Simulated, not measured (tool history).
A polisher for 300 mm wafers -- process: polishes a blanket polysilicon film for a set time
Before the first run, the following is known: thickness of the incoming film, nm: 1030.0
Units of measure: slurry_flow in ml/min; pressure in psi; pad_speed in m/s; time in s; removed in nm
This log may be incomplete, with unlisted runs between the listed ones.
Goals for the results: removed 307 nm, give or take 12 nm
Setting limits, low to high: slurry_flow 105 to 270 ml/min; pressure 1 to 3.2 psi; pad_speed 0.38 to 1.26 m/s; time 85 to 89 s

run	hour	slurry_flow	pressure	pad_speed	time	removed
1	0	175	2.1	0.82	85	484.34
2	7.6	150	2.1	0.82	85	473.64
3	9.7	150	2.1	0.98	85	563.62
4	17.8	150	2.4	0.98	85	647.52
5	24.6	185	2.4	0.98	85	663.6
# hour 25.5: slurry nozzle cleaned
6	25.5	145	2.4	0.98	85	660.64
7	34.3	145	2.1	0.96	85	583.1
8	39.7	145	1.9	0.92	85	496.7
9	44.1	145	1.9	0.92	85	500.06
10	47.5	145	1.7	0.9	85	437.27
11	52.6	145	1.6	0.9	85	409.63
12	61.4	145	1.5	0.9	85	395.24
13	69.1	140	1	0.88	85	257.82
14	72.1	185	1.2	0.88	85	321.78
15	79.9	180	1.1	0.88	85	290.18
16	86.4	180	1.2	0.88	85	318.31
17	90.8	175	1.1	0.88	85	294.01
18	99.1	190	1.2	0.88	85	329.42
19	106.4	185	1.2	0.88	85	322.53
20	111.4	180	1.2	0.88	85	322.48

5 next moves are on the table. One of them brings every result within its allowed miss. Which?
A	116.4	195	1.1	0.98	89	?
B	116.4	165	1.1	1.04	85	?
C	116.4	195	1.2	0.9	87	?
D	116.4	175	1	1.1	88	?
E	116.4	210	1.1	0.86	89	?

move	removed
A	348.36
B	343.78
C	340.82
D	346.5
E	310.43
A: misses by more than the last run did
B: misses by more than the last run did
C: misses by more than the last run did
D: misses by more than the last run did
E: in spec on every target
So the answer is move E, the one that meets all the targets.
